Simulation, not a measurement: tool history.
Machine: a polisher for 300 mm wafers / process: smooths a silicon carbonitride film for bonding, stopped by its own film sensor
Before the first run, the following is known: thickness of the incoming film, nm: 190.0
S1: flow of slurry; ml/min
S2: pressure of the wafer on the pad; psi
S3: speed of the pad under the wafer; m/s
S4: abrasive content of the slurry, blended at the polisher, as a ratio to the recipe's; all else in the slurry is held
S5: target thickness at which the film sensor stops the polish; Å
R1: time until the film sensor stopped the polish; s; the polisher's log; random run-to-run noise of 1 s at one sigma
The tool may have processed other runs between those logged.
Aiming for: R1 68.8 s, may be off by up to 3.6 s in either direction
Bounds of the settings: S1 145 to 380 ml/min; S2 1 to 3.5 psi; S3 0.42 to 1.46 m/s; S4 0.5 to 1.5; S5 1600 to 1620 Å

run,day,S1,S2,S3,S4,S5,R1
1,0,245,2.2,0.94,1,1620,110.88
2,0.338,245,2.3,0.94,1,1620,104.57
3,0.45,245,2.3,0.78,1,1620,121.92
4,0.725,245,2.5,0.78,1,1620,114.55
5,0.971,245,2.5,0.78,1,1620,114.67
6,1.046,245,2.6,0.8,1,1620,105.51
7,1.275,245,2.7,0.8,1,1620,102.09
8,1.546,245,2.8,0.8,1,1620,99.949
9,1.871,245,2.9,0.82,1,1620,94.671
10,1.988,245,3,0.84,1,1620,90.241
11,2.029,245,3.1,0.86,1,1620,83.363
12,2.25,245,3.2,0.86,1,1620,83.413
13,2.458,245,3.2,0.88,1,1620,81.34
14,2.829,245,3.2,0.9,1,1620,79.404
15,2.892,245,3.4,0.92,1,1620,74.735

Exercise: of the 5 proposed moves below, exactly one satisfies all targets within the stated allowed misses. Which move is it?
A,2.954,215,3.3,0.82,1.05,1600,?
B,2.954,285,3.3,0.82,0.95,1600,?
C,2.954,255,3.5,0.96,0.95,1620,?
D,2.954,295,3.1,0.92,1.05,1620,?
E,2.954,240,3.4,0.88,1,1600,?

move,R1
A,87.568
B,87.414
C,68.65
D,76.596
E,80.461
A: misses by more than the last run did
B: misses by more than the last run did
C: all results land within tolerance of their targets
D: misses by more than the last run did
E: misses by more than the last run did
Go with C: it meets all targets.

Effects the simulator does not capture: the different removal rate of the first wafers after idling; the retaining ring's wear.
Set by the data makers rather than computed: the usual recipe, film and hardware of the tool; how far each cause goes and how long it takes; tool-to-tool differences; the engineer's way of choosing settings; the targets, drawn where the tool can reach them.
